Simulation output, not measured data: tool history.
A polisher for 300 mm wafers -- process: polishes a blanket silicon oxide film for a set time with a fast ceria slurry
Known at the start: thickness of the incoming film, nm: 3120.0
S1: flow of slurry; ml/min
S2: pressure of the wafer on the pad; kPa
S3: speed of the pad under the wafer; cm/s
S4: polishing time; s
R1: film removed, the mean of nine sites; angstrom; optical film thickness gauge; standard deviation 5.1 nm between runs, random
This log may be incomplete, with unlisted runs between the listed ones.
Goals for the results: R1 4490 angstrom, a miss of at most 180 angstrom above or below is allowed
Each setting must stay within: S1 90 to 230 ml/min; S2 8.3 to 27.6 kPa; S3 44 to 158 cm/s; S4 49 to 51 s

run,day,S1,S2,S3,S4,R1
1,0,150,17.9,100,49,6151.7
2,0.167,150,16.5,100,49,5675.4
3,0.521,135,16.5,100,49,5545.9
4,0.775,130,15.9,100,49,5296.1
5,0.838,125,15.2,100,49,5059.6
6,1.2,125,18.6,100,49,6196.2
7,1.362,125,17.2,100,49,5772.2
8,1.55,120,12.4,98,49,4168.9
9,1.833,125,12.4,98,49,4107.9
10,1.983,125,14.5,98,49,4686.4
11,2.221,120,14.5,98,49,4757.6

5 candidate next runs follow, results not yet known. Just one meets every target within its allowed miss. Identify it.
A,2.458,100,13.8,114,50,?
B,2.458,90,16.5,102,49,?
C,2.458,120,14.5,92,49,?
D,2.458,90,20.7,68,49,?
E,2.458,145,13.1,114,49,?

move,R1
A,5006.3
B,5288
C,4543.8
D,4986
E,4963.1
A: misses by more than the last run did
B: misses by more than the last run did
C: each result inside its tolerance
D: misses by more than the last run did
E: misses by more than the last run did
The right move is C.
